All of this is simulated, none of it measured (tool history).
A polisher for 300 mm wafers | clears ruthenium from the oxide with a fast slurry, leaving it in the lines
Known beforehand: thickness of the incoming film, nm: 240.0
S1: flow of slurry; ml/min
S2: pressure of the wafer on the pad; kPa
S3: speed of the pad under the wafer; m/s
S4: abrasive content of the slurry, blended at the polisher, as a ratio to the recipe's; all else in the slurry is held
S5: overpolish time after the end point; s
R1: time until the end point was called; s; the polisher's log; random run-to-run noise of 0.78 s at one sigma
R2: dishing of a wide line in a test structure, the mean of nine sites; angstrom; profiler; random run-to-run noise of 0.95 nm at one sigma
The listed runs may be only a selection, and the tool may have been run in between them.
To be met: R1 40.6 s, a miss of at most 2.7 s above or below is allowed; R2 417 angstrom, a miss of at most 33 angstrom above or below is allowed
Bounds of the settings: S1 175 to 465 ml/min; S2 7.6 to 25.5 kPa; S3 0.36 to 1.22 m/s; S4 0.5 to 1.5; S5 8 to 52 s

run 1 hour=0 | S1=295 S2=16.5 S3=0.78 S4=1 S5=26 | R1=77.654 R2=561.16
run 2 hour=2.9 | S1=295 S2=18.6 S3=0.8 S4=1 S5=22 | R1=64.306 R2=528.72
run 3 hour=6.9 | S1=295 S2=18.6 S3=0.8 S4=1 S5=12 | R1=65.302 R2=332.96
run 4 hour=12.4 | S1=295 S2=20 S3=0.8 S4=1 S5=12 | R1=61.836 R2=334.73
run 5 hour=20.5 | S1=295 S2=20 S3=0.96 S4=1 S5=12 | R1=51.827 R2=395.71
run 6 hour=22.5 | S1=295 S2=20.7 S3=0.96 S4=1 S5=12 | R1=49.093 R2=413.2
run 7 hour=30.1 | S1=295 S2=21.4 S3=0.96 S4=1 S5=11 | R1=50.177 R2=393.54
run 8 hour=37.1 | S1=295 S2=22.1 S3=0.98 S4=1 S5=10 | R1=47.389 R2=400.21
run 9 hour=41.4 | S1=295 S2=22.8 S3=0.98 S4=1 S5=10 | R1=43.427 R2=370.47
run 10 hour=48 | S1=295 S2=22.8 S3=1 S4=1 S5=10 | R1=43.593 R2=406.11

5 candidate next runs follow, results not yet known. Just one meets every target within its allowed miss. Identify it.
run A hour=54.6 | S1=325 S2=18.6 S3=1.04 S4=1 S5=14 | R1=? R2=?
run B hour=54.6 | S1=265 S2=21.4 S3=1.02 S4=0.95 S5=10 | R1=? R2=?
run C hour=54.6 | S1=315 S2=25.5 S3=0.9 S4=1.05 S5=10 | R1=? R2=?
run D hour=54.6 | S1=325 S2=23.4 S3=0.96 S4=0.75 S5=12 | R1=? R2=?
run E hour=54.6 | S1=300 S2=22.1 S3=0.82 S4=1.05 S5=11 | R1=? R2=?

move=A R1=50.837 R2=458.42
move=B R1=47.257 R2=369.48
move=C R1=42.281 R2=405.3
move=D R1=49.935 R2=410.63
move=E R1=53.608 R2=360.03
A: its largest miss is bigger than the last run's
B: its largest miss is bigger than the last run's
C: in spec on every target
D: its largest miss is bigger than the last run's
E: its largest miss is bigger than the last run's
C is the move that brings every result within its allowed miss.
